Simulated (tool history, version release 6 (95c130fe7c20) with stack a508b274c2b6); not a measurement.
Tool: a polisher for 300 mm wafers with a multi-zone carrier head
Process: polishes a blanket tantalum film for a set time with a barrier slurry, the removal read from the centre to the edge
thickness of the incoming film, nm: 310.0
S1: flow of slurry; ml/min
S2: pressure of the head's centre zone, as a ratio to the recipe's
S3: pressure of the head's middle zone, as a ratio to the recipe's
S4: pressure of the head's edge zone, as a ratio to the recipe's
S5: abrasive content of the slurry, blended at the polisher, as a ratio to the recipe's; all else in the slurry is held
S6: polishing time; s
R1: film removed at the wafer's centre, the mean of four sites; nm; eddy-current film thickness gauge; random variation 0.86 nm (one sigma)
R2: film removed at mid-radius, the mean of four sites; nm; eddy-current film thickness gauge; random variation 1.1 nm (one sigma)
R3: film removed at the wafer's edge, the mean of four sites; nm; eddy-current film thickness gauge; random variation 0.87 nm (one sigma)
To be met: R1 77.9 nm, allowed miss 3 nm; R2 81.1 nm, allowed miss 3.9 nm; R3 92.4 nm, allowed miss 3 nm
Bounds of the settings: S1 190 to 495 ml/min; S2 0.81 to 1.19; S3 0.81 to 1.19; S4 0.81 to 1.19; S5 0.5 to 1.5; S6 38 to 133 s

run 1 hour=0 | S1=320 S2=1 S3=1 S4=1 S5=1 S6=85 | R1=102.73 R2=104.01 R3=102.16
run 2 hour=4.1 | S1=315 S2=0.96 S3=0.96 S4=1 S5=0.9 S6=85 | R1=95.968 R2=95.92 R3=100.57
run 3 hour=5.5 | S1=380 S2=0.96 S3=0.96 S4=1 S5=0.9 S6=85 | R1=96.985 R2=99.484 R3=102.06
run 4 hour=14.2 | S1=380 S2=0.93 S3=0.96 S4=1 S5=0.9 S6=85 | R1=95.317 R2=99.427 R3=101.23
run 5 hour=18.9 | S1=370 S2=0.9 S3=0.94 S4=1 S5=0.8 S6=85 | R1=84.327 R2=95.119 R3=97.072
run 6 hour=27.5 | S1=370 S2=0.9 S3=0.88 S4=1 S5=0.8 S6=85 | R1=85.682 R2=86.355 R3=96.607
run 7 hour=35.4 | S1=360 S2=0.89 S3=0.87 S4=0.99 S5=0.8 S6=85 | R1=85.811 R2=83.786 R3=94.869
run 8 hour=37 | S1=355 S2=0.87 S3=0.87 S4=0.99 S5=0.8 S6=85 | R1=82.776 R2=85.821 R3=97.261
run 9 hour=42.2 | S1=355 S2=0.86 S3=0.86 S4=0.98 S5=0.8 S6=85 | R1=82.378 R2=86.786 R3=94.94
run 10 hour=51.2 | S1=355 S2=0.86 S3=0.86 S4=0.98 S5=0.8 S6=85 | R1=82.97 R2=85.459 R3=94.996
run 11 hour=52.7 | S1=355 S2=0.85 S3=0.85 S4=0.98 S5=0.8 S6=85 | R1=80.924 R2=86.966 R3=94.698
run 12 hour=61.7 | S1=355 S2=0.85 S3=0.84 S4=0.98 S5=0.8 S6=85 | R1=82.661 R2=84.605 R3=96.421
run 13 hour=67.2 | S1=355 S2=0.84 S3=0.83 S4=0.97 S5=0.8 S6=85 | R1=79.696 R2=84.188 R3=96.247

5 next moves are on the table. One of them brings every result within its allowed miss. Which?
run A hour=72.7 | S1=265 S2=0.85 S3=0.81 S4=1.1 S5=0.75 S6=89 | R1=? R2=? R3=?
run B hour=72.7 | S1=300 S2=0.86 S3=0.9 S4=0.85 S5=0.8 S6=91 | R1=? R2=? R3=?
run C hour=72.7 | S1=385 S2=0.82 S3=0.93 S4=0.91 S5=0.6 S6=93 | R1=? R2=? R3=?
run D hour=72.7 | S1=390 S2=0.85 S3=0.86 S4=1.02 S5=0.75 S6=82 | R1=? R2=? R3=?
run E hour=72.7 | S1=490 S2=0.81 S3=0.84 S4=1.02 S5=0.55 S6=100 | R1=? R2=? R3=?

move=A R1=79.817 R2=82.621 R3=100.67
move=B R1=85.965 R2=95.716 R3=96.526
move=C R1=76.681 R2=91.84 R3=91.795
move=D R1=76.8 R2=83.144 R3=92.667
move=E R1=79.719 R2=88.769 R3=100.51
A: further off than the last run
B: further off than the last run
C: brings the result that was furthest off to its target, and leaves another outside
D: meets every target
E: further off than the last run
The right move is D.

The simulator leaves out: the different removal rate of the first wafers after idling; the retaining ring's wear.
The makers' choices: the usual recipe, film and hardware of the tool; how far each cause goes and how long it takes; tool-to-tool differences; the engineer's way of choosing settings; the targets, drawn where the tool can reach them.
